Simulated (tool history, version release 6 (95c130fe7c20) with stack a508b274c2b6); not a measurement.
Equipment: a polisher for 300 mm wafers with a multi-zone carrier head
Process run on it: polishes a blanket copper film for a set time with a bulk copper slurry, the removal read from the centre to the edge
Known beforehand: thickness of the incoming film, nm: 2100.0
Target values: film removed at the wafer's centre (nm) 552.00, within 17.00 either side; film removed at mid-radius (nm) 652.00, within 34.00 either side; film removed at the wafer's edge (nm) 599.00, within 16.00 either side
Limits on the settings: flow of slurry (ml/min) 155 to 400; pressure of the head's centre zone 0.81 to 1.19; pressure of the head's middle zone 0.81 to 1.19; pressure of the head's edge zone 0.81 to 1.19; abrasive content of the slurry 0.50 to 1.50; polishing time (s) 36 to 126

| run | hour | flow of slurry (ml/min) | pressure of the head's centre zone | pressure of the head's middle zone | pressure of the head's edge zone | abrasive content of the slurry | polishing time (s) | film removed at the wafer's centre (nm) | film removed at mid-radius (nm) | film removed at the wafer's edge (nm) |
|---|---|---|---|---|---|---|---|---|---|---|
| 1 | 0.0 | 255 | 1.00 | 1.00 | 1.00 | 1.00 | 81 | 729.88 | 719.98 | 713.34 |
| 2 | 2.6 | 250 | 0.96 | 1.00 | 0.96 | 0.90 | 81 | 690.25 | 700.64 | 687.46 |
| 3 | 8.8 | 250 | 0.96 | 1.00 | 0.96 | 0.90 | 92 | 790.44 | 815.51 | 782.16 |
| 4 | 10.7 | 250 | 0.96 | 1.00 | 0.93 | 0.90 | 92 | 787.42 | 773.99 | 764.14 |
| 5 | 18.5 | 250 | 0.96 | 0.94 | 0.93 | 0.90 | 92 | 781.41 | 755.33 | 762.30 |
| 6 | 20.2 | 250 | 0.96 | 0.94 | 0.93 | 1.05 | 92 | 810.66 | 788.78 | 797.87 |
| 7 | 21.2 | 240 | 0.92 | 0.97 | 0.91 | 0.90 | 89 | 728.40 | 732.73 | 735.75 |
| 8 | 27.8 | 240 | 0.89 | 1.01 | 0.90 | 0.80 | 87 | 659.26 | 732.66 | 690.10 |
| 9 | 33.7 | 235 | 0.87 | 1.01 | 0.88 | 0.70 | 87 | 621.57 | 709.99 | 666.43 |
| 10 | 38.5 | 230 | 0.86 | 1.01 | 0.86 | 0.65 | 87 | 606.88 | 704.96 | 655.75 |
| 11 | 42.0 | 230 | 0.86 | 1.01 | 0.85 | 0.60 | 86 | 596.62 | 673.44 | 635.79 |
| 12 | 43.8 | 225 | 0.85 | 1.02 | 0.84 | 0.55 | 86 | 578.96 | 687.36 | 617.77 |

Exercise: of the 4 proposed moves below, exactly one satisfies all targets within the stated allowed misses. Which move is it?
| A | 45.6 | 165 | 0.85 | 1.02 | 0.85 | 0.50 | 89 | ? | ? | ? |
| B | 45.6 | 265 | 0.93 | 0.97 | 0.81 | 0.60 | 83 | ? | ? | ? |
| C | 45.6 | 185 | 0.81 | 1.09 | 0.81 | 0.55 | 91 | ? | ? | ? |
| D | 45.6 | 215 | 0.89 | 1.17 | 0.81 | 0.55 | 86 | ? | ? | ? |

| move | film removed at the wafer's centre (nm) | film removed at mid-radius (nm) | film removed at the wafer's edge (nm) |
|---|---|---|---|
| A | 556.49 | 637.96 | 608.10 |
| B | 640.97 | 637.32 | 608.93 |
| C | 566.56 | 719.27 | 629.66 |
| D | 606.07 | 740.59 | 605.63 |
A: each result inside its tolerance
B: its largest miss is bigger than the last run's
C: the worst result of the last run now meets its target, but another is out of spec
D: its largest miss is bigger than the last run's
A is the move that brings every result within its allowed miss.

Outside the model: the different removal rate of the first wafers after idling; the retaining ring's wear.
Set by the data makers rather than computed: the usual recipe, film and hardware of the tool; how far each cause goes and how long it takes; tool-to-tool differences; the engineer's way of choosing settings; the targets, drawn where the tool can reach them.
